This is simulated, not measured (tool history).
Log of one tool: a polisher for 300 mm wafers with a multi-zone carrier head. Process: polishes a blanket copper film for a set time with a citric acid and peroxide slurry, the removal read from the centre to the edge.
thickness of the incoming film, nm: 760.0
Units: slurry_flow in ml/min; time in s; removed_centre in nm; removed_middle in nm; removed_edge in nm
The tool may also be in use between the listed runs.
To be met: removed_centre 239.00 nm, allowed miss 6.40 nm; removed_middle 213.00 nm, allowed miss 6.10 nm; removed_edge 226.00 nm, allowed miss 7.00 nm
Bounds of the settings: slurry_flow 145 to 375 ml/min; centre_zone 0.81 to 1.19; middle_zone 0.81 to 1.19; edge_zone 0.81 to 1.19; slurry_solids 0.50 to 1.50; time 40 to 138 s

run    day  slurry_flow  centre_zone  middle_zone  edge_zone  slurry_solids  time  removed_centre  removed_middle  removed_edge
  1  0.000          240         1.00         1.00       1.00           1.00    88          241.44          232.65        232.85
  2  0.108          270         1.00         1.00       1.00           1.00    88          246.20          238.34        235.61
  3  0.367          255         1.00         0.98       0.99           1.00    88          245.04          232.58        230.46
  4  0.400          210         1.00         0.98       0.99           1.00    88          235.99          225.42        228.70
  5  0.554          210         1.00         0.98       0.99           1.20    88          246.80          234.22        235.68
     0.875  -- slurry nozzle cleaned
  6  0.875          210         1.00         0.98       1.02           1.20    88          251.74          244.97        248.47
  7  1.096          205         1.00         0.96       1.00           1.20    88          252.59          242.66        238.13
  8  1.338          195         1.02         0.98       1.00           1.10    89          252.83          239.50        243.59
  9  1.562          190         1.01         0.95       1.00           1.10    89          251.71          232.07        238.65
 10  1.692          185         1.00         0.93       1.00           1.10    89          245.52          229.99        243.42
 11  1.929          185         1.00         0.92       0.98           1.10    89          248.36          225.61        238.30
 12  2.275          185         0.99         0.91       0.97           1.10    89          247.30          225.15        234.49
 13  2.404          180         0.98         0.90       0.96           1.10    89          246.55          223.85        235.72
 14  2.642          180         0.98         0.89       0.95           1.10    89          243.53          223.11        232.83
 15  2.721          180         0.98         0.88       0.94           1.10    89          244.20          219.57        231.86

4 next moves are on the table. One of them brings every result within its allowed miss. Which?
  A  2.800          175         0.91         0.87       0.99           1.10    90               ?               ?             ?
  B  2.800          220         0.93         0.90       0.90           1.35    87               ?               ?             ?
  C  2.800          190         0.99         0.88       0.93           1.05    87               ?               ?             ?
  D  2.800          220         1.06         0.88       0.86           1.10    86               ?               ?             ?

move  removed_centre  removed_middle  removed_edge
   A          231.36          217.79        241.90
   B          244.72          231.78        240.13
   C          237.30          212.74        228.00
   D          253.20          216.29        223.97
A: brings the result that was furthest off to its target, and leaves another outside
B: further off than the last run
C: meets every target
D: brings the result that was furthest off to its target, and leaves another outside
Answer: C
